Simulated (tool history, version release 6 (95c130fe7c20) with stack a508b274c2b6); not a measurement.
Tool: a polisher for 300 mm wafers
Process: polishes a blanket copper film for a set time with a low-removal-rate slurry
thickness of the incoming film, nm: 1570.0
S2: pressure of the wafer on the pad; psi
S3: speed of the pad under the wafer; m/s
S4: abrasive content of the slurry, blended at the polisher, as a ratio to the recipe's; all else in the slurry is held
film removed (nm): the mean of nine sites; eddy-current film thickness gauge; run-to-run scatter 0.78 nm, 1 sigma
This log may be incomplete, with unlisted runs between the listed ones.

{"run": 1, "hour": 0.0, "flow of slurry (ml/min)": 225, "S2": 2.8, "S3": 0.98, "S4": 1, "polishing time (s)": 57, "film removed (nm)": 147.93}
{"run": 2, "hour": 4.3, "flow of slurry (ml/min)": 225, "S2": 2.8, "S3": 0.98, "S4": 1.2, "polishing time (s)": 57, "film removed (nm)": 153.48}
{"run": 3, "hour": 11.8, "flow of slurry (ml/min)": 225, "S2": 2.8, "S3": 1.12, "S4": 1.2, "polishing time (s)": 57, "film removed (nm)": 175.87}
{"run": 4, "hour": 15.3, "flow of slurry (ml/min)": 220, "S2": 2.4, "S3": 1.04, "S4": 1.2, "polishing time (s)": 57, "film removed (nm)": 141.5}
{"run": 5, "hour": 22.9, "flow of slurry (ml/min)": 220, "S2": 2.1, "S3": 0.98, "S4": 1.2, "polishing time (s)": 57, "film removed (nm)": 120.92}
{"run": 6, "hour": 30.6, "flow of slurry (ml/min)": 220, "S2": 1.9, "S3": 0.92, "S4": 1.2, "polishing time (s)": 57, "film removed (nm)": 104.45}
{"run": 7, "hour": 32.3, "flow of slurry (ml/min)": 215, "S2": 1.3, "S3": 0.8, "S4": 1.2, "polishing time (s)": 57, "film removed (nm)": 68.376}
{"run": 8, "hour": 40.4, "flow of slurry (ml/min)": 220, "S2": 1.3, "S3": 0.8, "S4": 1.2, "polishing time (s)": 57, "film removed (nm)": 70.074}

Forecast run 9:
{"run": 9, "hour": 46.3, "flow of slurry (ml/min)": 220, "S2": 1.3, "S3": 0.8, "S4": 1.2, "polishing time (s)": 57, "film removed (nm)": "?"}

film removed (nm): 68.396

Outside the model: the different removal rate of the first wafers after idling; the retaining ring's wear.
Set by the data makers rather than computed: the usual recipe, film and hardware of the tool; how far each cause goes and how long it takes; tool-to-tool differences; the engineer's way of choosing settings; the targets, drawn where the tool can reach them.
